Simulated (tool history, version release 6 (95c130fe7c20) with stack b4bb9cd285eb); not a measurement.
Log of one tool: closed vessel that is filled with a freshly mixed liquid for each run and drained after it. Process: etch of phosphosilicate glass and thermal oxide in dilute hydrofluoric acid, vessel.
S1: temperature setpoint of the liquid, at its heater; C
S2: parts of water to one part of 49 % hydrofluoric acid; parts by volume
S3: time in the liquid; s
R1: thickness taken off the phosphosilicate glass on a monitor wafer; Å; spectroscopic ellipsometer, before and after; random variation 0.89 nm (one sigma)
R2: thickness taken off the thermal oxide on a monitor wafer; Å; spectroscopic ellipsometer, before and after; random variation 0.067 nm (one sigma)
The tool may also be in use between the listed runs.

Run 1, hour 0.0: S1 25.0 C, S2 100 parts by volume, S3 60 s. Result: R1 599.55 Å, R2 34.164 Å.
Run 2, hour 5.0: S1 26.5 C, S2 100 parts by volume, S3 60 s. Result: R1 646.53 Å, R2 35.803 Å.
Run 3, hour 9.8: S1 26.5 C, S2 100 parts by volume, S3 80 s. Result: R1 849.44 Å, R2 48.577 Å.
Run 4, hour 16.6: S1 27.0 C, S2 100 parts by volume, S3 80 s. Result: R1 866.13 Å, R2 48.506 Å.
Run 5, hour 17.1: S1 25.5 C, S2 100 parts by volume, S3 80 s. Result: R1 825.93 Å, R2 47.015 Å.
Run 6, hour 17.8: S1 26.0 C, S2 100 parts by volume, S3 80 s. Result: R1 838.58 Å, R2 47.516 Å.
Run 7, hour 22.8: S1 26.5 C, S2 100 parts by volume, S3 80 s. Result: R1 848.36 Å, R2 47.850 Å.
Run 8, hour 30.0: S1 26.5 C, S2 100 parts by volume, S3 80 s. Result: R1 848.93 Å, R2 48.216 Å.
Run 9, hour 37.7: S1 27.0 C, S2 100 parts by volume, S3 80 s. Result: R1 875.13 Å, R2 49.009 Å.
Run 10, hour 42.2: S1 28.0 C, S2 95 parts by volume, S3 80 s. Result: R1 972.02 Å, R2 53.586 Å.

Forecast run 11:
Run 11, hour 42.8: S1 27.5 C, S2 90 parts by volume, S3 80 s. Result: R1 ?, R2 ?.

R1: 1007.20 Å
R2: 56.160 Å
